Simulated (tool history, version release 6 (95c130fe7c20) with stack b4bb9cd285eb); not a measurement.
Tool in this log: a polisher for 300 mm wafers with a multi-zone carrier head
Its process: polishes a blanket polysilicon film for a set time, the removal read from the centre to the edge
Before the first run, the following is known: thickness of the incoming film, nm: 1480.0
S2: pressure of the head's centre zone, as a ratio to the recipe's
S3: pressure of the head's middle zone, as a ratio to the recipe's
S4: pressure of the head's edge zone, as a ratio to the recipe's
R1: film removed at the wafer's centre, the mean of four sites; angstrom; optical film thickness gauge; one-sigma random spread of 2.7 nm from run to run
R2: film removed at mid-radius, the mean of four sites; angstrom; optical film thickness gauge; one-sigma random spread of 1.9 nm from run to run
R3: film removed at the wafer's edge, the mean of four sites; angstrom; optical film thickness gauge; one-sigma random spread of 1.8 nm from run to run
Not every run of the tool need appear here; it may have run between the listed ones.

run 1 hour=0 | flow_of_slurry_(ml/min)=190 S2=1 S3=1 S4=1 polishing_time_(s)=48 | R1=2774.1 R2=2672.4 R3=2648.5
run 2 hour=6.3 | flow_of_slurry_(ml/min)=190 S2=0.96 S3=1 S4=1 polishing_time_(s)=48 | R1=2645.1 R2=2687 R3=2667.7
run 3 hour=8.2 | flow_of_slurry_(ml/min)=180 S2=0.93 S3=1 S4=0.96 polishing_time_(s)=47 | R1=2454.5 R2=2572.1 R3=2537.2
run 4 hour=10.2 | flow_of_slurry_(ml/min)=170 S2=0.92 S3=1.01 S4=0.94 polishing_time_(s)=47 | R1=2424.9 R2=2606 R3=2516.2
run 5 hour=13.7 | flow_of_slurry_(ml/min)=165 S2=0.9 S3=1.01 S4=0.92 polishing_time_(s)=47 | R1=2335.7 R2=2555.6 R3=2440.1
run 6 hour=20.5 | flow_of_slurry_(ml/min)=160 S2=0.89 S3=1.02 S4=0.91 polishing_time_(s)=47 | R1=2375.5 R2=2610.3 R3=2445.5

Expected results for the next run?
run 7 hour=21.4 | flow_of_slurry_(ml/min)=160 S2=0.89 S3=1.02 S4=0.91 polishing_time_(s)=47 | R1=? R2=? R3=?

{"run 7": {"R1": 2307.8, "R2": 2589.1, "R3": 2467.2}}
